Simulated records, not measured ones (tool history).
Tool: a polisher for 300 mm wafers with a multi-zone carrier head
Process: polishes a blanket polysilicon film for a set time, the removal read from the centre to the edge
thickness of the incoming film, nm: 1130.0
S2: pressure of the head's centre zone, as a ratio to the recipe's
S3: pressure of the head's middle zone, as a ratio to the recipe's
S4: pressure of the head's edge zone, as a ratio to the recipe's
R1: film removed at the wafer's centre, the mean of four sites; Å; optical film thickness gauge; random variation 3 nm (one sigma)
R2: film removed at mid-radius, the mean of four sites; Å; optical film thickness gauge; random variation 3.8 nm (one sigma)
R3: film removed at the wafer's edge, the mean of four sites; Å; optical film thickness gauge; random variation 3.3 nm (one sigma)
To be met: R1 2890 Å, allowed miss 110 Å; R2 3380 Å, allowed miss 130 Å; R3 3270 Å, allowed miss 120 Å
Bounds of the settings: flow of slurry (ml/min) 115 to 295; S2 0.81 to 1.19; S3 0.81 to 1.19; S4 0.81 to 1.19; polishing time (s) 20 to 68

{"run": 1, "hour": 0.0, "flow of slurry (ml/min)": 190, "S2": 1, "S3": 1, "S4": 1, "polishing time (s)": 44, "R1": 4079.4, "R2": 3965.8, "R3": 3828.8}
{"run": 2, "hour": 4.3, "flow of slurry (ml/min)": 180, "S2": 0.95, "S3": 0.99, "S4": 0.99, "polishing time (s)": 43, "R1": 3789.5, "R2": 3822.4, "R3": 3803.9}
{"run": 3, "hour": 8.4, "flow of slurry (ml/min)": 175, "S2": 0.92, "S3": 1, "S4": 0.97, "polishing time (s)": 41, "R1": 3374.1, "R2": 3624.7, "R3": 3517.6}
{"run": 4, "hour": 12.5, "flow of slurry (ml/min)": 170, "S2": 0.9, "S3": 1, "S4": 0.95, "polishing time (s)": 41, "R1": 3298.5, "R2": 3584.7, "R3": 3571.8}
{"run": 5, "hour": 14.6, "flow of slurry (ml/min)": 170, "S2": 0.9, "S3": 1, "S4": 0.88, "polishing time (s)": 41, "R1": 3285.6, "R2": 3573.4, "R3": 3419.1}
{"run": 6, "hour": 18.0, "flow of slurry (ml/min)": 125, "S2": 0.9, "S3": 1, "S4": 0.88, "polishing time (s)": 41, "R1": 3054.6, "R2": 3421.3, "R3": 3254.4}
{"run": 7, "hour": 24.4, "flow of slurry (ml/min)": 125, "S2": 0.89, "S3": 1, "S4": 0.88, "polishing time (s)": 41, "R1": 2960.9, "R2": 3321.2, "R3": 3236.1}
{"run": 8, "hour": 31.0, "flow of slurry (ml/min)": 125, "S2": 0.88, "S3": 1.01, "S4": 0.88, "polishing time (s)": 41, "R1": 3019.6, "R2": 3386.3, "R3": 3214.9}

Which of these 5 next moves meets every target?
{"run": "A", "hour": 37.6, "flow of slurry (ml/min)": 130, "S2": 0.92, "S3": 1.02, "S4": 0.89, "polishing time (s)": 40, "R1": "?", "R2": "?", "R3": "?"}
{"run": "B", "hour": 37.6, "flow of slurry (ml/min)": 120, "S2": 0.95, "S3": 1.06, "S4": 0.9, "polishing time (s)": 39, "R1": "?", "R2": "?", "R3": "?"}
{"run": "C", "hour": 37.6, "flow of slurry (ml/min)": 115, "S2": 1.01, "S3": 1.02, "S4": 0.83, "polishing time (s)": 41, "R1": "?", "R2": "?", "R3": "?"}
{"run": "D", "hour": 37.6, "flow of slurry (ml/min)": 145, "S2": 1.02, "S3": 1.04, "S4": 0.84, "polishing time (s)": 38, "R1": "?", "R2": "?", "R3": "?"}
{"run": "E", "hour": 37.6, "flow of slurry (ml/min)": 115, "S2": 0.84, "S3": 1, "S4": 0.88, "polishing time (s)": 42, "R1": "?", "R2": "?", "R3": "?"}

move=A R1=3161.9 R2=3388.3 R3=3173.2
move=B R1=3100.9 R2=3338 R3=3060.4
move=C R1=3407.4 R2=3352.7 R3=3076.7
move=D R1=3422.1 R2=3360 R3=2992.6
move=E R1=2922 R2=3380.1 R3=3236.3
A: further off than the last run
B: further off than the last run
C: further off than the last run
D: further off than the last run
E: meets every target
Answer: E
